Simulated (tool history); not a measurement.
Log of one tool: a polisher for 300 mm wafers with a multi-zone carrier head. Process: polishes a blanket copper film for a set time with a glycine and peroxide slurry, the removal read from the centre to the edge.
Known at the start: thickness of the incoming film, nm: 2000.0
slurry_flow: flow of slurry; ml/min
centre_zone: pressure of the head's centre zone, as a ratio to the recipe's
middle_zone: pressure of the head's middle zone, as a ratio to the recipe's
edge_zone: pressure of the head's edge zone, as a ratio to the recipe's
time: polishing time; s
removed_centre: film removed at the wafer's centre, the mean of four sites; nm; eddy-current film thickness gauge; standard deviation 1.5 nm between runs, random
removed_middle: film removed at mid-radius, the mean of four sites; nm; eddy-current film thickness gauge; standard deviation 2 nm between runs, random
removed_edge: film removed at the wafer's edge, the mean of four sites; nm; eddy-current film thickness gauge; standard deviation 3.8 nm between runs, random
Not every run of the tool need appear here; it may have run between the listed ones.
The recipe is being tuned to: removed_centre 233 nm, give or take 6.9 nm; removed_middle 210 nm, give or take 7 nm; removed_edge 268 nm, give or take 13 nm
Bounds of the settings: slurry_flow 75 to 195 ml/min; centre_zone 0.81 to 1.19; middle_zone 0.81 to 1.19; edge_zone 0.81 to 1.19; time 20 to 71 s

| run | hour | slurry_flow | centre_zone | middle_zone | edge_zone | time | removed_centre | removed_middle | removed_edge |
|---|---|---|---|---|---|---|---|---|---|
| 1 | 0 | 125 | 1 | 1 | 1 | 45 | 202.32 | 202.74 | 211.92 |
| 2 | 3.3 | 130 | 1 | 0.98 | 1.03 | 46 | 206.22 | 207.21 | 216.42 |
| 3 | 5.3 | 120 | 1 | 0.95 | 1.06 | 48 | 210.57 | 209.19 | 232.84 |
| 4 | 13.2 | 120 | 1.01 | 0.93 | 1.08 | 48 | 211.04 | 201.88 | 232.31 |
| 5 | 20.4 | 120 | 1.01 | 0.92 | 1.1 | 49 | 218.66 | 209.06 | 234.2 |
| 6 | 27.5 | 120 | 1.01 | 0.92 | 1.04 | 49 | 214.77 | 206.16 | 230.42 |
| 7 | 28.2 | 115 | 1.01 | 0.91 | 1.06 | 50 | 218.77 | 202.32 | 238.19 |
| 8 | 31 | 110 | 1.01 | 0.91 | 1.07 | 51 | 219.2 | 206.04 | 243.41 |
| 9 | 32.2 | 110 | 1.01 | 0.9 | 1.08 | 52 | 226.65 | 207.48 | 241.66 |
| 10 | 33.7 | 110 | 1 | 0.89 | 1.1 | 53 | 225.85 | 212.84 | 247.75 |
| 11 | 37.2 | 110 | 1 | 0.89 | 1.1 | 53 | 223.72 | 212.62 | 246.11 |

5 candidate next runs follow, results not yet known. Just one meets every target within its allowed miss. Identify it.
| A | 40.7 | 75 | 0.99 | 0.92 | 1.19 | 59 | ? | ? | ? |
| B | 40.7 | 90 | 1.15 | 0.85 | 1.03 | 54 | ? | ? | ? |
| C | 40.7 | 85 | 1 | 0.84 | 1.05 | 61 | ? | ? | ? |
| D | 40.7 | 90 | 1.08 | 0.86 | 1.1 | 58 | ? | ? | ? |
| E | 40.7 | 85 | 1.05 | 0.84 | 1.05 | 61 | ? | ? | ? |

| move | removed_centre | removed_middle | removed_edge |
|---|---|---|---|
| A | 210.57 | 214.06 | 267.99 |
| B | 244.46 | 197.59 | 239.32 |
| C | 233.91 | 216.48 | 269.13 |
| D | 246.5 | 214.33 | 265.56 |
| E | 245.7 | 216.43 | 269.13 |
A: the worst result of the last run now meets its target, but another is out of spec
B: moves away from the targets compared with the last run
C: hits every target within its allowed miss
D: the worst result of the last run now meets its target, but another is out of spec
E: the worst result of the last run now meets its target, but another is out of spec
Move C is the one to make.
